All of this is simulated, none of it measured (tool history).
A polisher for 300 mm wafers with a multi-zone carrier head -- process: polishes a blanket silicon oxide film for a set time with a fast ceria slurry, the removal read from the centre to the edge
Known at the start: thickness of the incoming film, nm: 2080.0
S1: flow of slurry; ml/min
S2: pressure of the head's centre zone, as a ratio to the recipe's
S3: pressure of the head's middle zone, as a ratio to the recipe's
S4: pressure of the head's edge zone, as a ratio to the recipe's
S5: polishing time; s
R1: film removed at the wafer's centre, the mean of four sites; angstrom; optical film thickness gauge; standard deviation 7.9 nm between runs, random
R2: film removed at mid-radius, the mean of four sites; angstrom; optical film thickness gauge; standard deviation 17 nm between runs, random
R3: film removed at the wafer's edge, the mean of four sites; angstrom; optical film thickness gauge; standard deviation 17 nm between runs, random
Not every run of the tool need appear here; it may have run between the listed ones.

run  hour   S1    S2    S3    S4  S5      R1      R2     R3
  1     0  295     1     1     1  47  8870.5  8979.5   8633
  2   8.7  295     1     1     1  58   10925   10989  10601
  3  16.2  295     1  0.96     1  58   10909   10738  10772
  4  18.3  290  0.98  0.98  1.02  59   10888   10801  10973
  5  26.5  345  0.98  0.98  1.02  59   11052   11309  11122
  6  28.7  345  0.98  0.98  1.02  68   12731   12588  12825

Run 7 comes next. What will it give?
  7    33  345  0.95  0.98  1.01  67   ?   ?   ?

R1: 12167 angstrom
R2: 12764 angstrom
R3: 12573 angstrom
